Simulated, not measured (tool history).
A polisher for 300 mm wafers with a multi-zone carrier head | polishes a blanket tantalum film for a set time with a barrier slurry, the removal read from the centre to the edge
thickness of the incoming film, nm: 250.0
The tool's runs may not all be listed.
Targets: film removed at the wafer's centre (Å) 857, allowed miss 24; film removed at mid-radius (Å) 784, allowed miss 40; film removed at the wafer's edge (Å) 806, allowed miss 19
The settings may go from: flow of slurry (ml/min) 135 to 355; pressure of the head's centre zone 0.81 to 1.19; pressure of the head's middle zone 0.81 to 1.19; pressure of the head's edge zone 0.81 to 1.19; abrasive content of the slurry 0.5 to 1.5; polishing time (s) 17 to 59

run	day	flow of slurry (ml/min)	pressure of the head's centre zone	pressure of the head's middle zone	pressure of the head's edge zone	abrasive content of the slurry	polishing time (s)	film removed at the wafer's centre (Å)	film removed at mid-radius (Å)	film removed at the wafer's edge (Å)
1	0	225	1	1	1	1	38	583.3	575.01	562.48
2	0.354	225	1	1	1	1	46	703.14	702.4	683.1
3	0.708	225	1	1	1	0.85	46	652.68	657.41	627.93
4	1.062	230	1.01	1	1.02	0.9	46	679.67	660.86	654.04
5	1.108	210	1.01	1	1.02	0.9	46	670.43	673.03	653.16
6	1.462	210	1.02	1.01	1.03	0.95	46	698.34	688.25	675.63
7	1.738	210	1.03	1.02	1.04	0.95	46	699.31	696.43	677.54
8	1.896	215	1.04	1.03	1.05	0.95	46	713.75	714.77	684.94
9	2.054	220	1.05	1.03	1.07	0.95	46	723.13	720.07	689.48
10	2.371	220	1.06	1.03	1.08	1	46	742.49	724.67	721.52
11	2.554	225	1.07	1.03	1.09	1	46	751.86	708.55	711.42
12	2.779	225	1.07	1.03	1.09	1	46	757.7	720.58	709.92
13	3.05	225	1.07	1.03	1.1	1	46	752.23	725.5	710.84
14	3.196	220	1.08	1.03	1.11	1.05	46	779.08	745.57	743.62
15	3.5	220	1.09	1.03	1.12	1.05	46	785.17	740.09	740.95
16	3.762	220	1.09	1.03	1.13	1.05	46	776.05	741.24	733.61
17	3.796	225	1.09	1.03	1.14	1.05	46	785.37	725.91	739.83

Which of these 5 next moves meets every target?
A	3.829	310	1.1	0.98	1.13	1	50	?	?	?
B	3.829	245	1.14	1.05	1.09	0.95	50	?	?	?
C	3.829	160	0.95	1.07	1.19	1.35	45	?	?	?
D	3.829	285	1.16	1.05	1.14	1.25	44	?	?	?
E	3.829	235	1.15	0.89	1.13	1.15	46	?	?	?

move	film removed at the wafer's centre (Å)	film removed at mid-radius (Å)	film removed at the wafer's edge (Å)
A	853.13	794.39	814.22
B	843.33	801.07	768.4
C	689.71	794.34	793.91
D	850.02	792.91	775.69
E	840.22	700.26	776.62
A: meets every target
B: nearer than the last run, and not there yet
C: brings the result that was furthest off to its target, and leaves another outside
D: nearer than the last run, and not there yet
E: nearer than the last run, and not there yet
Move A is the one to make.

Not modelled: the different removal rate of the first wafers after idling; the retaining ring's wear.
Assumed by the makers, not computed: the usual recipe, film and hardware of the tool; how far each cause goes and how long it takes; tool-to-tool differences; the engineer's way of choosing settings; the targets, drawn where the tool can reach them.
